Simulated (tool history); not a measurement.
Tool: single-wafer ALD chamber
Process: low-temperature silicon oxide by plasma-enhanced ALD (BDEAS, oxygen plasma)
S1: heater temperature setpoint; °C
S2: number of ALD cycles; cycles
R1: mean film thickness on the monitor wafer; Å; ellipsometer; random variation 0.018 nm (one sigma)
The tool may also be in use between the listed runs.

run 1 day=0.000 | S1=100 S2=59 | R1=79.175
run 2 day=0.162 | S1=100 S2=51 | R1=68.519
run 3 day=0.483 | S1=98 S2=53 | R1=71.930
run 4 day=0.817 | S1=95 S2=54 | R1=73.696
run 5 day=0.958 | S1=93 S2=55 | R1=75.800
run 6 day=1.217 | S1=91 S2=56 | R1=77.534

Forecast run 7:
run 7 day=1.592 | S1=89 S2=57 | R1=?

R1: 79.724 Å
